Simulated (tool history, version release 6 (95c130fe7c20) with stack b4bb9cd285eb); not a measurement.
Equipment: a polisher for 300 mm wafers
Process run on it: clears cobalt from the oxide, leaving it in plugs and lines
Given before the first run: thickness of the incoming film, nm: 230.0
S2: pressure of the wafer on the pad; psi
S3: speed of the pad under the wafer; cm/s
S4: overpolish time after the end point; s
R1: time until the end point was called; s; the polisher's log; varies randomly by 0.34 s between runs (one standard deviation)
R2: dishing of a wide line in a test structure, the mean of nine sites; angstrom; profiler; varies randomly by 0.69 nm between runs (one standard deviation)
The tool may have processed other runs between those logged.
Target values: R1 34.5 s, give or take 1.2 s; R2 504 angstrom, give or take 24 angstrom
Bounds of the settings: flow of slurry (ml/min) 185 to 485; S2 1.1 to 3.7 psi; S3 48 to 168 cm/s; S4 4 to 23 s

run 1 hour=0 | flow_of_slurry_(ml/min)=310 S2=2.4 S3=108 S4=12 | R1=43.081 R2=426.55
run 2 hour=8.2 | flow_of_slurry_(ml/min)=310 S2=2.6 S3=108 S4=12 | R1=40.148 R2=428.81
run 3 hour=10.2 | flow_of_slurry_(ml/min)=310 S2=2.7 S3=108 S4=13 | R1=39.582 R2=446.34
run 4 hour=11.1 | flow_of_slurry_(ml/min)=310 S2=2.7 S3=88 S4=13 | R1=44.237 R2=424.15
run 5 hour=12.6 | flow_of_slurry_(ml/min)=310 S2=2.7 S3=66 S4=13 | R1=52.847 R2=394.62
run 6 hour=19.1 | flow_of_slurry_(ml/min)=310 S2=3 S3=66 S4=13 | R1=47.557 R2=408.86
run 7 hour=27.2 | flow_of_slurry_(ml/min)=310 S2=3 S3=66 S4=13 | R1=47.745 R2=411.05
run 8 hour=32 | flow_of_slurry_(ml/min)=315 S2=3.6 S3=70 S4=14 | R1=39.099 R2=471.02
run 9 hour=41 | flow_of_slurry_(ml/min)=315 S2=3.6 S3=74 S4=14 | R1=37.303 R2=474.69

Next run, 5 choices. One meets every target within its allowed miss, the rest don't. Which?
run A hour=50 | flow_of_slurry_(ml/min)=320 S2=3.1 S3=92 S4=20 | R1=? R2=?
run B hour=50 | flow_of_slurry_(ml/min)=320 S2=3.7 S3=82 S4=15 | R1=? R2=?
run C hour=50 | flow_of_slurry_(ml/min)=255 S2=3.7 S3=70 S4=16 | R1=? R2=?
run D hour=50 | flow_of_slurry_(ml/min)=260 S2=3.7 S3=98 S4=17 | R1=? R2=?
run E hour=50 | flow_of_slurry_(ml/min)=315 S2=3.4 S3=100 S4=21 | R1=? R2=?

move=A R1=38.088 R2=542.83
move=B R1=34.482 R2=512.43
move=C R1=38.787 R2=503.25
move=D R1=31.327 R2=546.63
move=E R1=32.973 R2=566.46
A: its largest miss is bigger than the last run's
B: all results land within tolerance of their targets
C: its largest miss is bigger than the last run's
D: moves the result that the last run missed by most past its target, out the other side
E: moves the result that the last run missed by most past its target, out the other side
So the answer is move B, the one that meets all the targets.

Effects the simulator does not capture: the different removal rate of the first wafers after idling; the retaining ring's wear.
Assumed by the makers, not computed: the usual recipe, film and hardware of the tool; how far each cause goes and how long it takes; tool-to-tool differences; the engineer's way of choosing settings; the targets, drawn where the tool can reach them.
